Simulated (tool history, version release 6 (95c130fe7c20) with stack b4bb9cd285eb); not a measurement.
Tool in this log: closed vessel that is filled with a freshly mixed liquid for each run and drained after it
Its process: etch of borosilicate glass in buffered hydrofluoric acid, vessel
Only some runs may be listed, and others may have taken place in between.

run,day,temperature setpoint of the liquid (K),parts of 40 % ammonium fluoride to one part of 49 % hydrofluoric acid (parts by volume),time in the liquid (s),thickness taken off the borosilicate glass on a monitor wafer (Å)
1,0.000,295.15,9.0,105,1277.50
2,0.146,297.15,9.0,105,1412.50
3,0.204,297.15,8.0,105,1618.80
4,0.433,297.15,7.0,105,1894.10
5,0.492,295.65,7.0,105,1721.60
6,0.725,296.65,7.0,105,1824.30
7,0.775,292.65,10.0,105,1023.00

Run 8 is up next; what results do you expect?
8,1.025,292.15,10.0,105,?

{"run 8": {"thickness taken off the borosilicate glass on a monitor wafer (Å)": 990.68}}
